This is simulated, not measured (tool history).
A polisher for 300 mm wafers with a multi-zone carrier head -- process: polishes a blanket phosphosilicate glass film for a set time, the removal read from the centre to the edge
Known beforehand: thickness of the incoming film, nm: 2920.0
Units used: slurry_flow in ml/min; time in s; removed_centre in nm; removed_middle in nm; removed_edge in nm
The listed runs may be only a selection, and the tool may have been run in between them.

run	hour	slurry_flow	centre_zone	middle_zone	edge_zone	slurry_solids	time	removed_centre	removed_middle	removed_edge
1	0.0	230	1.00	1.00	1.00	1.00	36	400.26	403.06	402.24
2	8.0	245	1.04	1.05	1.04	1.15	37	464.56	477.91	463.63
3	14.8	295	1.04	1.05	1.04	1.15	37	471.60	483.99	471.60
4	20.6	295	1.04	1.05	1.04	1.15	42	538.33	551.96	532.96
5	28.5	295	1.08	1.08	1.07	1.20	42	569.69	571.13	554.36
6	34.5	300	1.10	1.11	1.08	1.25	42	606.32	607.39	570.53

Predict the results of run 7:
7	38.6	300	1.11	1.13	1.10	1.25	42	?	?	?

{"run 7": {"removed_centre": 600.44, "removed_middle": 617.48, "removed_edge": 570.6}}
